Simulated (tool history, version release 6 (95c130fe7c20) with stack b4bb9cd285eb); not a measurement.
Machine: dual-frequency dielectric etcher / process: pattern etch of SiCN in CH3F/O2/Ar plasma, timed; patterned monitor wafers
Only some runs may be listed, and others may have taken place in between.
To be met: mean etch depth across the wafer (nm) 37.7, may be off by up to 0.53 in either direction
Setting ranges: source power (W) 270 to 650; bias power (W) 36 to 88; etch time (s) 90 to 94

run  hour  source power (W)  bias power (W)  etch time (s)  mean etch depth across the wafer (nm)
  1     0               460              62             90                                 32.825
  2   8.9               460              62             90                                 32.839
  3  15.3               390              62             90                                 31.003
  4  16.1               420              62             90                                 32.004
  5  20.8               460              63             90                                 32.829
  6  29.7               460              54             90                                 31.617
  7  30.2               490              55             90                                   32.3
  8  38.2               520              57             90                                  33.47
  9  45.2               540              58             90                                 33.918
 10  51.8               560              59             90                                 34.433

Next run, 4 choices. One meets every target within its allowed miss, the rest don't. Which?
  A  58.4               650              65             91                                      ?
  B  58.4               560              64           93.5                                      ?
  C  58.4               470              62             92                                      ?
  D  58.4               580              59             93                                      ?

move  mean etch depth across the wafer (nm)
   A                                 37.715
   B                                 36.679
   C                                 33.745
   D                                 36.081
A: all results in spec
B: better than the last run, though not everything is in spec
C: further off than the last run
D: better than the last run, though not everything is in spec
A is the move that brings every result within its allowed miss.
